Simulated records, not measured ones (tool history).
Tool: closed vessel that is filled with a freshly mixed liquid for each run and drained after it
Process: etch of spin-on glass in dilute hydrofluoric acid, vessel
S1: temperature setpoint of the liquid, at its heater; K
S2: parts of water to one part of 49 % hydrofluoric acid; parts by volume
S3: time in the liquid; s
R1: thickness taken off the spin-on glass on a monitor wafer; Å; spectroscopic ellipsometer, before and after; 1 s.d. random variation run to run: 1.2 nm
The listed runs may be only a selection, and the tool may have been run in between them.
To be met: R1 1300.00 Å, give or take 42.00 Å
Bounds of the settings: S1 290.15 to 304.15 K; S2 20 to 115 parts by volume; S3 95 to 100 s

| run | day | S1 | S2 | S3 | R1 |
|---|---|---|---|---|---|
| 1 | 0.000 | 296.15 | 65 | 95 | 471.89 |
| 2 | 0.108 | 296.15 | 65 | 100 | 503.68 |
| 3 | 0.150 | 296.15 | 65 | 100 | 496.69 |
| 4 | 0.221 | 296.15 | 65 | 100 | 500.81 |
| 5 | 0.600 | 296.15 | 65 | 100 | 497.84 |
| 6 | 0.988 | 297.15 | 60 | 100 | 572.59 |
| 7 | 1.325 | 298.15 | 55 | 100 | 649.84 |
| 8 | 1.450 | 299.15 | 50 | 100 | 742.15 |
| 9 | 1.821 | 299.65 | 45 | 100 | 854.94 |
| 10 | 2.142 | 300.15 | 45 | 100 | 866.08 |
| 11 | 2.529 | 300.65 | 45 | 100 | 901.23 |
| 12 | 2.729 | 300.65 | 45 | 100 | 881.42 |
| 13 | 2.946 | 301.15 | 45 | 100 | 905.23 |
| 14 | 3.250 | 301.65 | 45 | 100 | 932.10 |
| 15 | 3.554 | 302.15 | 45 | 100 | 950.86 |
| 16 | 3.858 | 302.65 | 45 | 100 | 962.53 |

Pick the move, out of 4, that brings all results within their allowed miss; only one does.
| A | 4.162 | 303.15 | 35 | 100 | ? |
| B | 4.162 | 302.15 | 35 | 95 | ? |
| C | 4.162 | 297.15 | 30 | 100 | ? |
| D | 4.162 | 301.65 | 30 | 100 | ? |

| move | R1 |
|---|---|
| A | 1276.40 |
| B | 1165.10 |
| C | 1174.10 |
| D | 1413.00 |
A: in spec on every target
B: an improvement on the last run, though not all results are within tolerance
C: an improvement on the last run, though not all results are within tolerance
D: moves the result that the last run missed by most past its target, out the other side
A is the move that brings every result within its allowed miss.
